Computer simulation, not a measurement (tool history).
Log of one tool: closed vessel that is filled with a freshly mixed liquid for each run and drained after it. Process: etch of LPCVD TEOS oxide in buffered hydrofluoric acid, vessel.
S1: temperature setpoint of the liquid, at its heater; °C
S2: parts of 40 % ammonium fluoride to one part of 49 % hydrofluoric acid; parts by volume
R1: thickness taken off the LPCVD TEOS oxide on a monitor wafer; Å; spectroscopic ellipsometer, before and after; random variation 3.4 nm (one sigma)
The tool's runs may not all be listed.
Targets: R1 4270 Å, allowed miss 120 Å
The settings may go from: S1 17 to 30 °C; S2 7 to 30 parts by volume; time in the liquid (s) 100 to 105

run 1 hour=0 | S1=22 S2=20 time_in_the_liquid_(s)=100 | R1=2483.6
run 2 hour=5.9 | S1=18.5 S2=20 time_in_the_liquid_(s)=100 | R1=2028.2
run 3 hour=8.6 | S1=18.5 S2=20 time_in_the_liquid_(s)=105 | R1=2163.5
run 4 hour=14 | S1=18.5 S2=20 time_in_the_liquid_(s)=105 | R1=2152.6
run 5 hour=15.8 | S1=20.5 S2=20 time_in_the_liquid_(s)=105 | R1=2401.6
-- hour=20.9 hydrofluoric acid flow meter replaced
run 6 hour=20.9 | S1=22.5 S2=19.5 time_in_the_liquid_(s)=105 | R1=2487.1
run 7 hour=27.3 | S1=26.5 S2=13 time_in_the_liquid_(s)=105 | R1=4579.3
run 8 hour=32.2 | S1=26 S2=13 time_in_the_liquid_(s)=105 | R1=4436.2

Which of these 4 next moves meets every target?
run A hour=37.1 | S1=24 S2=11.5 time_in_the_liquid_(s)=100 | R1=?
run B hour=37.1 | S1=26 S2=13.5 time_in_the_liquid_(s)=100 | R1=?
run C hour=37.1 | S1=28 S2=14 time_in_the_liquid_(s)=105 | R1=?
run D hour=37.1 | S1=22.5 S2=10 time_in_the_liquid_(s)=105 | R1=?

move=A R1=4238.9
move=B R1=4038.7
move=C R1=4554.8
move=D R1=4697.7
A: meets every target
B: takes the result that was furthest off past its target
C: further off than the last run
D: further off than the last run
Move A is the one to make.
